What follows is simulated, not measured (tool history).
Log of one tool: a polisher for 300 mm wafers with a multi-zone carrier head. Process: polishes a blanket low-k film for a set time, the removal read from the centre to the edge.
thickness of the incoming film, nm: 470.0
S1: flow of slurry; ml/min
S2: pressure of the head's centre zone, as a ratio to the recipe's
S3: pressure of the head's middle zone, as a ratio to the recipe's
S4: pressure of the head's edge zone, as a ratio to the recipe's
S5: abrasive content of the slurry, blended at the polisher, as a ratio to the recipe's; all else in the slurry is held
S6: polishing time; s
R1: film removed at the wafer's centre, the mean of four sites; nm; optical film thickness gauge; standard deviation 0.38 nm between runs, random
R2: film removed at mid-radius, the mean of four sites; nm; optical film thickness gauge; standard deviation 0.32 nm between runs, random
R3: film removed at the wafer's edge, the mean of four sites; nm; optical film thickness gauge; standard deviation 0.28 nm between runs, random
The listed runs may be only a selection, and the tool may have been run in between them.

Run 1, hour 0.0: S1 265 ml/min, S2 1.00, S3 1.00, S4 1.00, S5 1.00, S6 64 s. Result: R1 32.163 nm, R2 31.188 nm, R3 32.738 nm.
Run 2, hour 7.5: S1 330 ml/min, S2 1.00, S3 1.00, S4 1.00, S5 1.00, S6 64 s. Result: R1 32.630 nm, R2 31.797 nm, R3 32.624 nm.
Run 3, hour 13.7: S1 330 ml/min, S2 1.00, S3 1.00, S4 1.00, S5 1.00, S6 75 s. Result: R1 37.938 nm, R2 37.868 nm, R3 38.837 nm.
Run 4, hour 20.5: S1 335 ml/min, S2 1.02, S3 1.00, S4 0.97, S5 1.00, S6 75 s. Result: R1 39.459 nm, R2 37.772 nm, R3 38.213 nm.
Run 5, hour 27.9: S1 340 ml/min, S2 1.03, S3 1.01, S4 0.95, S5 1.00, S6 75 s. Result: R1 39.386 nm, R2 37.645 nm, R3 37.559 nm.
Run 6, hour 33.4: S1 300 ml/min, S2 1.03, S3 1.01, S4 0.95, S5 1.00, S6 75 s. Result: R1 38.875 nm, R2 37.165 nm, R3 37.174 nm.

Run 7 comes next. What will it give?
Run 7, hour 36.0: S1 305 ml/min, S2 1.12, S3 1.05, S4 0.85, S5 0.95, S6 75 s. Result: R1 ?, R2 ?, R3 ?.

{"run 7": {"R1": 42.141, "R2": 38.131, "R3": 35.661}}
